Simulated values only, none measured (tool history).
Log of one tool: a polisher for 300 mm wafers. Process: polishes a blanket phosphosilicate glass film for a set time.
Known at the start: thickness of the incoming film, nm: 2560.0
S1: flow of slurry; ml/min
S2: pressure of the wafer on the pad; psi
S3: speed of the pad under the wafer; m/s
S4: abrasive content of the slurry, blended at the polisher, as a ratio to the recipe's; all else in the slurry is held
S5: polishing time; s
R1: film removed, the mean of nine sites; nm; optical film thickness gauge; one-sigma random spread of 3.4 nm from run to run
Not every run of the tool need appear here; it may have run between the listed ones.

Run 1, hour 0.0: S1 320 ml/min, S2 3.3 psi, S3 1.18 m/s, S4 1.0, S5 44 s. Result: R1 418.63 nm.
Run 2, hour 6.8: S1 400 ml/min, S2 3.3 psi, S3 1.18 m/s, S4 1.0, S5 44 s. Result: R1 414.35 nm.
Run 3, hour 9.7: S1 455 ml/min, S2 3.3 psi, S3 1.18 m/s, S4 1.0, S5 44 s. Result: R1 438.99 nm.
Run 4, hour 15.4: S1 455 ml/min, S2 3.3 psi, S3 1.18 m/s, S4 1.1, S5 44 s. Result: R1 443.94 nm.
Run 5, hour 16.4: S1 455 ml/min, S2 2.9 psi, S3 1.18 m/s, S4 1.1, S5 44 s. Result: R1 390.75 nm.
Run 6, hour 23.5: S1 455 ml/min, S2 2.9 psi, S3 1.18 m/s, S4 1.1, S5 39 s. Result: R1 348.95 nm.

Expected results for the next run?
Run 7, hour 25.3: S1 455 ml/min, S2 2.7 psi, S3 1.18 m/s, S4 1.1, S5 39 s. Result: R1 ?.

{"run 7": {"R1": 318.79}}
